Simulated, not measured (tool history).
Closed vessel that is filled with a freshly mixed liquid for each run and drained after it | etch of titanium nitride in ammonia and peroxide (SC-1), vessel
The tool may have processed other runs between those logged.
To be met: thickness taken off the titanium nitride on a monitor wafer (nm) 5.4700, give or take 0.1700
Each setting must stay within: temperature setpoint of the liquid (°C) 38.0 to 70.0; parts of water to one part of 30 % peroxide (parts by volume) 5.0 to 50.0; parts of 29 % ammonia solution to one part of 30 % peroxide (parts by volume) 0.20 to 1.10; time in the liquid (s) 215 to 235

run	day	temperature setpoint of the liquid (°C)	parts of water to one part of 30 % peroxide (parts by volume)	parts of 29 % ammonia solution to one part of 30 % peroxide (parts by volume)	time in the liquid (s)	thickness taken off the titanium nitride on a monitor wafer (nm)
1	0.000	54.0	27.5	0.60	215	10.3910
2	0.354	54.0	27.5	0.60	235	11.2930
3	0.567	54.0	23.5	0.60	235	12.2660
4	0.871	54.0	23.5	0.60	215	11.3160
5	0.929	54.0	23.5	0.60	235	12.3950
6	1.150	54.0	23.5	0.60	235	12.3240
7	1.338	46.0	24.0	0.60	235	7.0138
8	1.612	45.0	24.0	0.60	235	6.4512
9	1.875	44.5	24.0	0.60	235	6.3323

Consider the 5 candidate settings below. Which is the only one whose results all fall within their allowed miss of target?
A	2.138	46.0	20.0	0.60	235	?
B	2.138	46.0	34.0	0.65	235	?
C	2.138	44.5	19.5	0.65	235	?
D	2.138	45.5	24.5	0.75	225	?
E	2.138	41.5	19.5	0.70	220	?

move	thickness taken off the titanium nitride on a monitor wafer (nm)
A	7.7262
B	5.8124
C	7.1392
D	6.6393
E	5.4448
A: misses by more than the last run did
B: moves toward the targets from the last run without getting all of them in spec
C: misses by more than the last run did
D: misses by more than the last run did
E: all results land within tolerance of their targets
Go with E: it meets all targets.

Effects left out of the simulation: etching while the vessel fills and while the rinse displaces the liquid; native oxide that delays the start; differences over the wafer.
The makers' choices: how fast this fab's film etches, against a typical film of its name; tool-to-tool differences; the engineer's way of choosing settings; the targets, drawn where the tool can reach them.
